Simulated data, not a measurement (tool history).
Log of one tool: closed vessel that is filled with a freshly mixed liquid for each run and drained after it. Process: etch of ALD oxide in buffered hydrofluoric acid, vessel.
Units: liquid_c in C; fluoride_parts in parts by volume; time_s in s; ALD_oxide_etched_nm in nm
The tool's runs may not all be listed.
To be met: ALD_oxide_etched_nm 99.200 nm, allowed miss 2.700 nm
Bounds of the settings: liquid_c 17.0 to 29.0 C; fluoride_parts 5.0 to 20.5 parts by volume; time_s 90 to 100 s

run,hour,liquid_c,fluoride_parts,time_s,ALD_oxide_etched_nm
1,0.0,21.0,12.5,90,78.743
2,5.2,22.5,12.5,90,85.086
3,14.0,22.5,12.5,90,85.560
4,16.9,23.5,12.5,90,90.067
5,21.7,24.0,12.5,90,91.675
6,28.9,24.0,10.5,90,109.340
7,37.2,24.0,10.5,90,109.200
8,45.7,23.5,10.5,90,106.050

4 next moves are on the table. One of them brings every result within its allowed miss. Which?
A,54.2,22.5,11.5,90,?
B,54.2,22.0,8.5,90,?
C,54.2,26.0,13.0,90,?
D,54.2,23.5,12.5,95,?

move,ALD_oxide_etched_nm
A,92.349
B,117.050
C,99.124
D,94.921
A: takes the result that was furthest off past its target
B: further off than the last run
C: meets every target
D: takes the result that was furthest off past its target
The right move is C.

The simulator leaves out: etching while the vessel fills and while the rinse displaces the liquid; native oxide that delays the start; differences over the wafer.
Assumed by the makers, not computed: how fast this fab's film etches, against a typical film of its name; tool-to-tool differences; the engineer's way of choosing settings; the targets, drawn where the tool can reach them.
